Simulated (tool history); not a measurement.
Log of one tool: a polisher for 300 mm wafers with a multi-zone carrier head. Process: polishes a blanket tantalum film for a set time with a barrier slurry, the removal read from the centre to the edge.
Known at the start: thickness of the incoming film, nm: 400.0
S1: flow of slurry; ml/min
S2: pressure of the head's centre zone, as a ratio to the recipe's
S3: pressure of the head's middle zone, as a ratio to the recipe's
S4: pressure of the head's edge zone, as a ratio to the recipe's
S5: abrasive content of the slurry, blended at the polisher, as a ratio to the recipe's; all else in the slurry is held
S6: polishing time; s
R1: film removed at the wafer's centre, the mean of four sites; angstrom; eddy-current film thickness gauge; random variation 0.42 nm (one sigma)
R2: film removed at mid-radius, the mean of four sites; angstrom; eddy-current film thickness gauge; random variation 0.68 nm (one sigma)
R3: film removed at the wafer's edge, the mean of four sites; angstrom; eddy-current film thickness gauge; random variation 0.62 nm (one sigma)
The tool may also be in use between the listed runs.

run	hour	S1	S2	S3	S4	S5	S6	R1	R2	R3
1	0.0	195	1.00	1.00	1.00	1.00	71	833.36	839.09	855.83
2	3.4	195	1.00	1.05	1.00	1.00	71	837.45	875.51	844.60
3	7.5	185	0.95	1.02	0.97	0.85	68	713.02	779.04	754.27
4	14.7	175	0.91	0.98	0.94	0.75	68	651.99	722.70	728.12
5	19.2	170	0.89	0.97	0.91	0.65	67	597.22	677.14	659.39
6	26.6	170	0.89	0.97	0.95	0.65	67	597.01	670.37	681.30
7	30.9	170	0.89	0.97	0.95	0.65	67	606.32	667.90	683.60

Forecast run 8:
8	33.0	160	0.87	0.96	0.92	0.60	67	?	?	?

Run 8 gave R1 566.45 angstrom, R2 644.17 angstrom, R3 653.15 angstrom.
